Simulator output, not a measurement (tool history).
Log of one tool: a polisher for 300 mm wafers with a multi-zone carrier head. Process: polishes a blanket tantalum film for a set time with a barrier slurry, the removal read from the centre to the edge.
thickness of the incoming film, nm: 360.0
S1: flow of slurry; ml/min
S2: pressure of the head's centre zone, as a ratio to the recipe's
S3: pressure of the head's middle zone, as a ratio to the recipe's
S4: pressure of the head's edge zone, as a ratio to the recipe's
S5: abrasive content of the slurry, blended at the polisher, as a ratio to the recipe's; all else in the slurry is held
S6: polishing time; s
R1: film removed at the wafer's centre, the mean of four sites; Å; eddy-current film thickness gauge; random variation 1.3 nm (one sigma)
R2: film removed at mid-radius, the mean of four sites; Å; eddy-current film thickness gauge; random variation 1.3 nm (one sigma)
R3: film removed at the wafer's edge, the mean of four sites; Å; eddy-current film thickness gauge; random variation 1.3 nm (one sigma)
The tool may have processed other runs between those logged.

Run 1, hour 0.0: S1 235 ml/min, S2 1.00, S3 1.00, S4 1.00, S5 1.00, S6 71 s. Result: R1 1638.90 Å, R2 1477.70 Å, R3 1503.9 Å.
Run 2, hour 2.9: S1 235 ml/min, S2 1.00, S3 1.05, S4 1.00, S5 1.00, S6 71 s. Result: R1 1604.80 Å, R2 1530.50 Å, R3 1476.8 Å.
Run 3, hour 9.0: S1 235 ml/min, S2 1.08, S3 1.05, S4 1.00, S5 1.00, S6 71 s. Result: R1 1733.50 Å, R2 1557.60 Å, R3 1509.1 Å.
Run 4, hour 13.9: S1 235 ml/min, S2 1.08, S3 1.05, S4 0.95, S5 1.00, S6 71 s. Result: R1 1744.30 Å, R2 1528.20 Å, R3 1449.8 Å.
Run 5, hour 22.3: S1 230 ml/min, S2 1.04, S3 1.04, S4 0.98, S5 0.95, S6 69 s. Result: R1 1588.60 Å, R2 1447.10 Å, R3 1398.1 Å.
Run 6, hour 30.8: S1 230 ml/min, S2 1.04, S3 1.10, S4 0.98, S5 0.95, S6 69 s. Result: R1 1612.50 Å, R2 1562.10 Å, R3 1415.9 Å.
Run 7, hour 39.0: S1 225 ml/min, S2 1.01, S3 1.08, S4 1.01, S5 0.90, S6 67 s. Result: R1 1465.70 Å, R2 1416.40 Å, R3 1344.9 Å.
Run 8, hour 41.7: S1 220 ml/min, S2 0.98, S3 1.07, S4 1.04, S5 0.85, S6 67 s. Result: R1 1370.90 Å, R2 1391.00 Å, R3 1366.5 Å.
Run 9, hour 50.6: S1 220 ml/min, S2 0.98, S3 1.07, S4 1.04, S5 0.85, S6 67 s. Result: R1 1369.30 Å, R2 1411.30 Å, R3 1344.7 Å.
Run 10, hour 59.1: S1 215 ml/min, S2 0.96, S3 1.05, S4 1.05, S5 0.80, S6 67 s. Result: R1 1344.50 Å, R2 1327.40 Å, R3 1334.4 Å.
Run 11, hour 62.6: S1 210 ml/min, S2 0.94, S3 1.05, S4 1.07, S5 0.75, S6 66 s. Result: R1 1223.70 Å, R2 1286.80 Å, R3 1271.1 Å.
At hour 69.6: centre zone pressure recalibrated.
Run 12, hour 69.6: S1 185 ml/min, S2 0.84, S3 0.95, S4 1.11, S5 0.55, S6 65 s. Result: R1 858.85 Å, R2 978.58 Å, R3 1099.7 Å.
Run 13, hour 74.8: S1 190 ml/min, S2 0.85, S3 0.95, S4 1.11, S5 0.55, S6 65 s. Result: R1 865.84 Å, R2 968.95 Å, R3 1095.6 Å.
Run 14, hour 78.7: S1 195 ml/min, S2 0.86, S3 0.95, S4 1.11, S5 0.55, S6 65 s. Result: R1 878.39 Å, R2 953.01 Å, R3 1087.8 Å.

For run 15, what comes out?
Run 15, hour 79.7: S1 195 ml/min, S2 0.86, S3 0.96, S4 1.11, S5 0.55, S6 65 s. Result: R1 ?, R2 ?, R3 ?.

{"run 15": {"R1": 893.6, "R2": 1006.0, "R3": 1107.0}}

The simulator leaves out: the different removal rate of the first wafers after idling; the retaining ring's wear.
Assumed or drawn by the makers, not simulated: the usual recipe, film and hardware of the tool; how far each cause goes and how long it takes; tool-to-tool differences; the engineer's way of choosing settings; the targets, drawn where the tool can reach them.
